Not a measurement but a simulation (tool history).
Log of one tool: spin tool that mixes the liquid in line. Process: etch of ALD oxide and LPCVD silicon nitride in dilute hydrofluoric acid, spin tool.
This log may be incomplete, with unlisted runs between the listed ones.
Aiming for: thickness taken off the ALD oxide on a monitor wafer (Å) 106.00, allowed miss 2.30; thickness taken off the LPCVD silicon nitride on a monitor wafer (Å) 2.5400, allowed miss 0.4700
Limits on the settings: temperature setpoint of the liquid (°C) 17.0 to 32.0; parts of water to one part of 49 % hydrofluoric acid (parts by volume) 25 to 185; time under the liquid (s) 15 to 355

| run | hour | temperature setpoint of the liquid (°C) | parts of water to one part of 49 % hydrofluoric acid (parts by volume) | time under the liquid (s) | thickness taken off the ALD oxide on a monitor wafer (Å) | thickness taken off the LPCVD silicon nitride on a monitor wafer (Å) |
|---|---|---|---|---|---|---|
| 1 | 0.0 | 24.0 | 105 | 180 | 289.71 | 5.9177 |
| 2 | 4.7 | 22.5 | 125 | 180 | 227.44 | 5.3344 |
| 3 | 9.3 | 22.5 | 125 | 215 | 273.05 | 6.2361 |
| 4 | 12.9 | 22.5 | 125 | 255 | 322.28 | 6.2309 |
| 5 | 14.2 | 22.5 | 125 | 205 | 256.19 | 5.6421 |
| 6 | 18.9 | 22.5 | 105 | 205 | 313.74 | 6.3651 |
| 7 | 25.1 | 18.5 | 145 | 190 | 172.61 | 3.5361 |
| 8 | 30.2 | 18.5 | 155 | 185 | 156.15 | 3.3633 |
| 9 | 38.1 | 18.5 | 165 | 180 | 139.94 | 2.6942 |
| 10 | 41.5 | 18.5 | 170 | 175 | 132.38 | 2.8335 |
| 11 | 43.8 | 18.5 | 175 | 170 | 125.41 | 2.3778 |
| 12 | 47.5 | 18.0 | 175 | 165 | 117.88 | 2.7227 |
| 13 | 50.8 | 18.0 | 180 | 165 | 112.99 | 2.3498 |

Of the 4 settings listed for the next run, only one would bring every result within its allowed miss of target. Which one?
| A | 54.1 | 22.5 | 150 | 110 | ? | ? |
| B | 54.1 | 24.0 | 165 | 110 | ? | ? |
| C | 54.1 | 21.5 | 160 | 125 | ? | ? |
| D | 54.1 | 23.5 | 125 | 85 | ? | ? |

| move | thickness taken off the ALD oxide on a monitor wafer (Å) | thickness taken off the LPCVD silicon nitride on a monitor wafer (Å) |
|---|---|---|
| A | 113.64 | 2.5889 |
| B | 107.61 | 2.5969 |
| C | 115.19 | 2.5862 |
| D | 112.71 | 2.5560 |
A: moves away from the targets compared with the last run
B: all results land within tolerance of their targets
C: moves away from the targets compared with the last run
D: about the same distance from the targets as the last run
The move that meets every target is B.
